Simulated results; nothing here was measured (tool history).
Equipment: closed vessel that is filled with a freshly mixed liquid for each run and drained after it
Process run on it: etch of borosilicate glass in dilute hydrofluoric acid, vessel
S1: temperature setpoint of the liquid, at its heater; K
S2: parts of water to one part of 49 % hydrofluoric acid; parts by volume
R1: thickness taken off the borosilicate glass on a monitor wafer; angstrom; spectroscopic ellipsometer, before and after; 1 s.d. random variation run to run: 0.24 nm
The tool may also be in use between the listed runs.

run 1 hour=0.0 | S1=298.15 S2=170 time_in_the_liquid_(s)=90 | R1=186.79
run 2 hour=4.4 | S1=299.15 S2=170 time_in_the_liquid_(s)=90 | R1=200.11
run 3 hour=8.9 | S1=297.15 S2=170 time_in_the_liquid_(s)=90 | R1=183.66
run 4 hour=16.2 | S1=297.15 S2=170 time_in_the_liquid_(s)=100 | R1=199.82
run 5 hour=25.3 | S1=297.15 S2=170 time_in_the_liquid_(s)=90 | R1=179.85
run 6 hour=30.2 | S1=300.15 S2=170 time_in_the_liquid_(s)=90 | R1=203.97
run 7 hour=36.8 | S1=300.65 S2=170 time_in_the_liquid_(s)=90 | R1=204.68

What does the tool deliver on the next run?
run 8 hour=42.8 | S1=301.15 S2=170 time_in_the_liquid_(s)=90 | R1=?

{"run 8": {"R1": 211.7}}
